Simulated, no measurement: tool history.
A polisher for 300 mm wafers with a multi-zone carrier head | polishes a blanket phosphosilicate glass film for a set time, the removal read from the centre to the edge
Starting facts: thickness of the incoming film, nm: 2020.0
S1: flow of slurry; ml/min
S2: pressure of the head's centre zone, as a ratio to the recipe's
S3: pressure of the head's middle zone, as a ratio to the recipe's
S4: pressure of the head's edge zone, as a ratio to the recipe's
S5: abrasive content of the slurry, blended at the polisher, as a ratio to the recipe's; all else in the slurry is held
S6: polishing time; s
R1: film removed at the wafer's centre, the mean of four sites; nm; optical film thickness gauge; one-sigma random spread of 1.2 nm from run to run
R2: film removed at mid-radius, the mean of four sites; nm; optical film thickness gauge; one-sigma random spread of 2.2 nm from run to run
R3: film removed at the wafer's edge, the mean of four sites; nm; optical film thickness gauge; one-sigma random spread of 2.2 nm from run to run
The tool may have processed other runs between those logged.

run	hour	S1	S2	S3	S4	S5	S6	R1	R2	R3
1	0	120	1	1	1	1	34	261.02	251.08	255.1
2	2.9	120	1	1	0.92	1	34	259.8	249.04	244.73
3	9.5	120	0.99	0.99	0.91	0.95	34	250.62	247.21	242.49
4	14.1	120	0.99	0.98	0.9	0.9	34	251.31	239.31	235.44
5	16.9	120	0.99	0.98	0.94	0.9	34	249.81	237.65	243.26
6	22.4	120	1.06	0.98	0.94	0.9	34	263.57	239.8	243.19

Predict the results of run 7:
7	23.6	95	0.96	0.96	0.84	0.65	32	?	?	?

R1: 199.48 nm
R2: 191.45 nm
R3: 189.13 nm
